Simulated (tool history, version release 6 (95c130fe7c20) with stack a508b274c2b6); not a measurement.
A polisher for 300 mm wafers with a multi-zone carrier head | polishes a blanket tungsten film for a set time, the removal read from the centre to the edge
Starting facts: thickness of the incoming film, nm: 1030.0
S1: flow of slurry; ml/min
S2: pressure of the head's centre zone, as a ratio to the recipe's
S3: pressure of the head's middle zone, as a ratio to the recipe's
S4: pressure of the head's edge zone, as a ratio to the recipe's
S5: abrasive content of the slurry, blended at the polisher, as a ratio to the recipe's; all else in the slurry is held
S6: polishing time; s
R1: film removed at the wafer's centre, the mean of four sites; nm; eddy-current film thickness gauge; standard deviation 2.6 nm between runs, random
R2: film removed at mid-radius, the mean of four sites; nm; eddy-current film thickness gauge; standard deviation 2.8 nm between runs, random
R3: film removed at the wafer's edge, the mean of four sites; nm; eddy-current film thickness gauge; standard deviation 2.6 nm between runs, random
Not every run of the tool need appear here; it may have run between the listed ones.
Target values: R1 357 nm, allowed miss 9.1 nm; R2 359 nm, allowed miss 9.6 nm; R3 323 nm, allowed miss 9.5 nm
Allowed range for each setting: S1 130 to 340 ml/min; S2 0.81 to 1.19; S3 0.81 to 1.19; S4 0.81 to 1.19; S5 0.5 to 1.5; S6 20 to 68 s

| run | hour | S1 | S2 | S3 | S4 | S5 | S6 | R1 | R2 | R3 |
|---|---|---|---|---|---|---|---|---|---|---|
| 1 | 0 | 220 | 1 | 1 | 1 | 1 | 44 | 275.28 | 277.01 | 272.13 |
| 2 | 3 | 230 | 1.02 | 1.03 | 1.02 | 1.05 | 44 | 288.68 | 291.35 | 279.77 |
| 3 | 9.4 | 230 | 1.02 | 1.03 | 1.02 | 1.05 | 35 | 228.87 | 231.72 | 225.02 |
| 4 | 11.4 | 230 | 1.07 | 1.03 | 1.02 | 1.05 | 35 | 239.75 | 230.7 | 223.41 |
| 5 | 19 | 230 | 1.1 | 1.03 | 1.02 | 1.05 | 35 | 247 | 234.16 | 224.73 |
| 6 | 23.8 | 240 | 1.11 | 1.05 | 1.04 | 1.1 | 36 | 259.36 | 246.53 | 236.08 |
| 7 | 29.8 | 240 | 1.11 | 1.05 | 1.04 | 1.1 | 36 | 259.57 | 242.32 | 236.48 |
| 8 | 30.3 | 300 | 1.16 | 1.15 | 1.14 | 1.35 | 43 | 350.85 | 346.74 | 317.64 |
| 9 | 39.1 | 300 | 1.16 | 1.15 | 1.14 | 1.35 | 43 | 355.28 | 347.61 | 314.81 |

5 next moves are on the table. One of them brings every result within its allowed miss. Which?
| A | 47.9 | 340 | 1.17 | 1.08 | 1.1 | 1.35 | 42 | ? | ? | ? |
| B | 47.9 | 340 | 1.17 | 1.12 | 1.06 | 1.3 | 44 | ? | ? | ? |
| C | 47.9 | 310 | 1.18 | 1.08 | 1.13 | 1.35 | 44 | ? | ? | ? |
| D | 47.9 | 285 | 1.18 | 1.19 | 1.02 | 1.3 | 43 | ? | ? | ? |
| E | 47.9 | 275 | 1.14 | 1.17 | 1.11 | 1.4 | 44 | ? | ? | ? |

| move | R1 | R2 | R3 |
|---|---|---|---|
| A | 348.53 | 319.26 | 306.01 |
| B | 361.3 | 341.35 | 311.13 |
| C | 364.65 | 331.72 | 322.99 |
| D | 349.66 | 345.85 | 294.41 |
| E | 352.78 | 354.96 | 320.16 |
A: misses by more than the last run did
B: misses by more than the last run did
C: misses by more than the last run did
D: misses by more than the last run did
E: hits every target within its allowed miss
The move that meets every target is E.

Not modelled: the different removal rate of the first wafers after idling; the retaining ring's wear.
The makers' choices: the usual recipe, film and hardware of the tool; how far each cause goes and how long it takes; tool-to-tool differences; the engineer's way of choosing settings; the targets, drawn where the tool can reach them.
